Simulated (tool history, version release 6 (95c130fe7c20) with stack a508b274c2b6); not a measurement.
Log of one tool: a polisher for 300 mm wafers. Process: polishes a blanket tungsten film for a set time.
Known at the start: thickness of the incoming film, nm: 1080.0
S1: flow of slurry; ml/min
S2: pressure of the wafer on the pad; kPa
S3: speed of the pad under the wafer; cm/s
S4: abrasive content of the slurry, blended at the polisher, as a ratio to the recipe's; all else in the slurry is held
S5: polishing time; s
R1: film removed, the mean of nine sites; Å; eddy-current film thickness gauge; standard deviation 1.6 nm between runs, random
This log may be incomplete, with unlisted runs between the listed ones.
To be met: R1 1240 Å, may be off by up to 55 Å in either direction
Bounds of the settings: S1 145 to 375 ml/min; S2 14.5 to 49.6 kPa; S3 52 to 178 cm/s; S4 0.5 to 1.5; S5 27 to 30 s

Run 1, hour 0: S1 240 ml/min, S2 31.7 kPa, S3 114 cm/s, S4 1, S5 30 s. Result: R1 1997.9 Å.
Run 2, hour 8.4: S1 240 ml/min, S2 31.7 kPa, S3 96 cm/s, S4 1, S5 30 s. Result: R1 1725.2 Å.
Run 3, hour 11.1: S1 240 ml/min, S2 30.3 kPa, S3 96 cm/s, S4 1, S5 30 s. Result: R1 1636.1 Å.
Run 4, hour 16.9: S1 240 ml/min, S2 29.6 kPa, S3 96 cm/s, S4 1, S5 30 s. Result: R1 1604.1 Å.
Run 5, hour 18.8: S1 240 ml/min, S2 29 kPa, S3 96 cm/s, S4 1, S5 30 s. Result: R1 1586.2 Å.
Run 6, hour 25.8: S1 240 ml/min, S2 28.3 kPa, S3 96 cm/s, S4 1, S5 30 s. Result: R1 1546.3 Å.
Run 7, hour 27.2: S1 240 ml/min, S2 27.6 kPa, S3 96 cm/s, S4 1, S5 30 s. Result: R1 1507.6 Å.
Run 8, hour 33: S1 240 ml/min, S2 26.9 kPa, S3 96 cm/s, S4 1, S5 30 s. Result: R1 1472.8 Å.
Run 9, hour 41.7: S1 240 ml/min, S2 26.2 kPa, S3 96 cm/s, S4 1, S5 30 s. Result: R1 1457.4 Å.
Run 10, hour 45.6: S1 240 ml/min, S2 25.5 kPa, S3 96 cm/s, S4 1, S5 30 s. Result: R1 1392.9 Å.
Run 11, hour 53: S1 240 ml/min, S2 21.4 kPa, S3 96 cm/s, S4 1, S5 30 s. Result: R1 1181.9 Å.

Which single option among these 4 for the next run brings every result within its allowed miss of target? Just one does.
Run A, hour 60.4: S1 245 ml/min, S2 22.1 kPa, S3 90 cm/s, S4 1, S5 28 s. Result: R1 ?.
Run B, hour 60.4: S1 260 ml/min, S2 22.1 kPa, S3 104 cm/s, S4 1.2, S5 27 s. Result: R1 ?.
Run C, hour 60.4: S1 145 ml/min, S2 25.5 kPa, S3 84 cm/s, S4 1.2, S5 27 s. Result: R1 ?.
Run D, hour 60.4: S1 255 ml/min, S2 24.8 kPa, S3 80 cm/s, S4 1.15, S5 27 s. Result: R1 ?.

move      R1
   A  1067.5
   B  1256.8
   C  1082.8
   D  1077.4
A: the biggest miss grows against the last run
B: every result within its allowed miss
C: the biggest miss grows against the last run
D: the biggest miss grows against the last run
Correct choice: B, which meets every target

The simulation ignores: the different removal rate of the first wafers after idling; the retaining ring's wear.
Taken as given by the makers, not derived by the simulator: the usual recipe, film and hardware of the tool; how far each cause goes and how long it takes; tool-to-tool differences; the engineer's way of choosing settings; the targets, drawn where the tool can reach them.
